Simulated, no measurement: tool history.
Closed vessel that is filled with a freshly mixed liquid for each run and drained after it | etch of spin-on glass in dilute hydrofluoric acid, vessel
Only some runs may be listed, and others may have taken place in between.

run	hour	temperature setpoint of the liquid (C)	parts of water to one part of 49 % hydrofluoric acid (parts by volume)	time in the liquid (s)	thickness taken off the spin-on glass on a monitor wafer (Å)
1	0.0	21.0	175	30	45.065
2	2.4	20.5	185	30	41.471
3	8.4	23.0	185	30	45.875
4	16.1	23.0	125	30	73.199
5	20.1	26.0	125	30	80.999
6	23.8	26.0	125	30	81.340
7	31.5	22.0	195	30	41.304
8	39.2	18.0	230	30	29.265

Forecast run 9:
9	42.8	17.5	235	30	?

thickness taken off the spin-on glass on a monitor wafer (Å): 27.876
